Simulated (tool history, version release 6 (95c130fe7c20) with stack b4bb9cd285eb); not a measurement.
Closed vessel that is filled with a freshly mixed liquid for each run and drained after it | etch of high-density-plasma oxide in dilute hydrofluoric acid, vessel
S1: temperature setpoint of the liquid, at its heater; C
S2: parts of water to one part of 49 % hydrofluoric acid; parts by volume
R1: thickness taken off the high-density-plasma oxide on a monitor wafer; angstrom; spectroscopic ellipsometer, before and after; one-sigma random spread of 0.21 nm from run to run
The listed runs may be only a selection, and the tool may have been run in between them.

Run 1, day 0: S1 23 C, S2 115 parts by volume, time in the liquid (s) 2175. Result: R1 840.08 angstrom.
Run 2, day 0.079: S1 25 C, S2 115 parts by volume, time in the liquid (s) 2175. Result: R1 910.26 angstrom.
Run 3, day 0.238: S1 25 C, S2 115 parts by volume, time in the liquid (s) 2335. Result: R1 971.83 angstrom.
Run 4, day 0.4: S1 28.5 C, S2 115 parts by volume, time in the liquid (s) 2335. Result: R1 1120.1 angstrom.
Run 5, day 0.762: S1 27 C, S2 120 parts by volume, time in the liquid (s) 2335. Result: R1 1001.9 angstrom.
Run 6, day 0.846: S1 27 C, S2 120 parts by volume, time in the liquid (s) 2175. Result: R1 935.91 angstrom.
Run 7, day 1.133: S1 26 C, S2 120 parts by volume, time in the liquid (s) 2175. Result: R1 903.15 angstrom.

For run 8, what comes out?
Run 8, day 1.396: S1 25 C, S2 120 parts by volume, time in the liquid (s) 2175. Result: R1 ?.

R1: 867.97 angstrom
